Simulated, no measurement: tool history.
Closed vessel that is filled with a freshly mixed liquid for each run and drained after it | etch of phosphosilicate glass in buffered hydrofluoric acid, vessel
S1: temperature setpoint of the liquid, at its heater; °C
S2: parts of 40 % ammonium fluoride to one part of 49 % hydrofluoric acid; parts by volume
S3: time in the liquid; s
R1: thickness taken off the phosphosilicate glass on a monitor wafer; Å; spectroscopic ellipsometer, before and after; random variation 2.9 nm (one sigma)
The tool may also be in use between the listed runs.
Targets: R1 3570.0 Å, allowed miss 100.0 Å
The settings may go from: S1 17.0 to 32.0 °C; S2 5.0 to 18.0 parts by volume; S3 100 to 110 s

run 1 hour=0.0 | S1=25.0 S2=11.0 S3=100 | R1=5061.6
run 2 hour=1.2 | S1=25.0 S2=11.0 S3=100 | R1=5018.6
run 3 hour=7.7 | S1=24.0 S2=11.0 S3=100 | R1=4709.1
run 4 hour=13.8 | S1=23.5 S2=11.0 S3=100 | R1=4643.9
run 5 hour=16.5 | S1=23.5 S2=11.0 S3=110 | R1=5162.5
run 6 hour=19.8 | S1=23.5 S2=12.0 S3=110 | R1=4755.2
run 7 hour=27.9 | S1=23.0 S2=12.0 S3=110 | R1=4534.8
run 8 hour=31.7 | S1=23.0 S2=12.0 S3=110 | R1=4626.8
run 9 hour=33.6 | S1=22.5 S2=12.0 S3=110 | R1=4421.2
run 10 hour=40.3 | S1=22.0 S2=12.0 S3=110 | R1=4317.1
run 11 hour=47.2 | S1=21.5 S2=12.0 S3=110 | R1=4252.5
run 12 hour=49.3 | S1=21.0 S2=12.0 S3=110 | R1=4073.6
run 13 hour=58.2 | S1=20.5 S2=12.0 S3=110 | R1=4020.9
run 14 hour=66.4 | S1=20.0 S2=12.0 S3=110 | R1=3956.0
run 15 hour=74.3 | S1=19.5 S2=12.0 S3=110 | R1=3792.4

4 next moves are on the table. One of them brings every result within its allowed miss. Which?
run A hour=82.2 | S1=22.5 S2=15.0 S3=110 | R1=?
run B hour=82.2 | S1=20.0 S2=12.5 S3=110 | R1=?
run C hour=82.2 | S1=18.0 S2=10.5 S3=105 | R1=?
run D hour=82.2 | S1=19.0 S2=13.5 S3=110 | R1=?

move=A R1=3565.9
move=B R1=3711.2
move=C R1=3752.5
move=D R1=3253.3
A: meets every target
B: nearer than the last run, and not there yet
C: nearer than the last run, and not there yet
D: takes the result that was furthest off past its target
Move A is the one to make.
